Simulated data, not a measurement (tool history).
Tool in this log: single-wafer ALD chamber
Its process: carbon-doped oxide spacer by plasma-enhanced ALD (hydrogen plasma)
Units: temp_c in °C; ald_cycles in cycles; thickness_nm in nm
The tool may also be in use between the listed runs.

Run 1, hour 0.0: temp_c 420 °C, ald_cycles 524 cycles. Result: thickness_nm 26.331 nm.
Run 2, hour 9.4: temp_c 423 °C, ald_cycles 500 cycles. Result: thickness_nm 24.927 nm.
Run 3, hour 11.1: temp_c 415 °C, ald_cycles 500 cycles. Result: thickness_nm 25.395 nm.
Run 4, hour 19.9: temp_c 423 °C, ald_cycles 500 cycles. Result: thickness_nm 25.067 nm.
Run 5, hour 25.0: temp_c 423 °C, ald_cycles 443 cycles. Result: thickness_nm 22.021 nm.
Run 6, hour 26.6: temp_c 423 °C, ald_cycles 481 cycles. Result: thickness_nm 23.903 nm.
Run 7, hour 31.2: temp_c 425 °C, ald_cycles 468 cycles. Result: thickness_nm 23.227 nm.

Estimate the outcome of run 8 from the log above:
Run 8, hour 35.2: temp_c 426 °C, ald_cycles 457 cycles. Result: thickness_nm ?.

thickness_nm: 22.494 nm

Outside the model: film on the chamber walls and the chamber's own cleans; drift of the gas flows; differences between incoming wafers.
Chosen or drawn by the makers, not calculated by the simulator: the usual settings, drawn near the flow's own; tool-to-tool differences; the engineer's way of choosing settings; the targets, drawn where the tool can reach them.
